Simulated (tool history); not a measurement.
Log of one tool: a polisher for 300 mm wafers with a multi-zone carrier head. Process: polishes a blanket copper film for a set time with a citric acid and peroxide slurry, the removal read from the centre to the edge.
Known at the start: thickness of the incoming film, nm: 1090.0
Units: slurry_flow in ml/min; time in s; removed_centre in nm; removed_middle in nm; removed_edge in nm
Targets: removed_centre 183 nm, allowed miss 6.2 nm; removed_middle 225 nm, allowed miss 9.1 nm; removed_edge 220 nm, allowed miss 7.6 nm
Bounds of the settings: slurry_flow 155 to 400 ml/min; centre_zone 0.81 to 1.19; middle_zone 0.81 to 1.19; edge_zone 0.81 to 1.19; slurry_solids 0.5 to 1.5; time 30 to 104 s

Run 1, hour 0: slurry_flow 255 ml/min, centre_zone 1, middle_zone 1, edge_zone 1, slurry_solids 1, time 67 s. Result: removed_centre 181.68 nm, removed_middle 178.37 nm, removed_edge 175.06 nm.
Run 2, hour 7.1: slurry_flow 260 ml/min, centre_zone 0.96, middle_zone 1.03, edge_zone 1.05, slurry_solids 1.15, time 68 s. Result: removed_centre 184.07 nm, removed_middle 193.12 nm, removed_edge 185.09 nm.
Run 3, hour 11.7: slurry_flow 260 ml/min, centre_zone 0.91, middle_zone 1.03, edge_zone 1.09, slurry_solids 1.25, time 70 s. Result: removed_centre 186.95 nm, removed_middle 203.38 nm, removed_edge 199.54 nm.
Run 4, hour 16: slurry_flow 265 ml/min, centre_zone 0.88, middle_zone 1.04, edge_zone 1.12, slurry_solids 1.3, time 70 s. Result: removed_centre 186.48 nm, removed_middle 206.3 nm, removed_edge 205.35 nm.
Run 5, hour 19: slurry_flow 265 ml/min, centre_zone 0.88, middle_zone 1, edge_zone 1.12, slurry_solids 1.3, time 70 s. Result: removed_centre 181.7 nm, removed_middle 200.07 nm, removed_edge 206.54 nm.
Run 6, hour 22.4: slurry_flow 265 ml/min, centre_zone 0.86, middle_zone 1.03, edge_zone 1.14, slurry_solids 1.35, time 70 s. Result: removed_centre 179.38 nm, removed_middle 209.59 nm, removed_edge 209.42 nm.
Run 7, hour 23.6: slurry_flow 270 ml/min, centre_zone 0.86, middle_zone 1.04, edge_zone 1.16, slurry_solids 1.4, time 70 s. Result: removed_centre 183.87 nm, removed_middle 215.24 nm, removed_edge 212.68 nm.
Run 8, hour 30.3: slurry_flow 270 ml/min, centre_zone 0.85, middle_zone 1.05, edge_zone 1.17, slurry_solids 1.4, time 70 s. Result: removed_centre 178.26 nm, removed_middle 215.04 nm, removed_edge 212.92 nm.

5 next moves are on the table. One of them brings every result within its allowed miss. Which?
Run A, hour 37: slurry_flow 265 ml/min, centre_zone 0.88, middle_zone 0.98, edge_zone 1.19, slurry_solids 1.45, time 70 s. Result: removed_centre ?, removed_middle ?, removed_edge ?.
Run B, hour 37: slurry_flow 300 ml/min, centre_zone 0.84, middle_zone 1, edge_zone 1.13, slurry_solids 1.4, time 67 s. Result: removed_centre ?, removed_middle ?, removed_edge ?.
Run C, hour 37: slurry_flow 195 ml/min, centre_zone 0.9, middle_zone 1, edge_zone 1.1, slurry_solids 1.4, time 69 s. Result: removed_centre ?, removed_middle ?, removed_edge ?.
Run D, hour 37: slurry_flow 280 ml/min, centre_zone 0.82, middle_zone 1.05, edge_zone 1.17, slurry_solids 1.35, time 74 s. Result: removed_centre ?, removed_middle ?, removed_edge ?.
Run E, hour 37: slurry_flow 230 ml/min, centre_zone 0.87, middle_zone 1.12, edge_zone 1.07, slurry_solids 1.15, time 72 s. Result: removed_centre ?, removed_middle ?, removed_edge ?.

move  removed_centre  removed_middle  removed_edge
   A          189.22          205.55        218.49
   B          173.31          200.49        203.53
   C          182.66          197.98        200.46
   D          183.86          227.21        225.32
   E          178.27          219.62        198.01
A: further off than the last run
B: further off than the last run
C: further off than the last run
D: meets every target
E: brings the result that was furthest off to its target, and leaves another outside
Answer: D
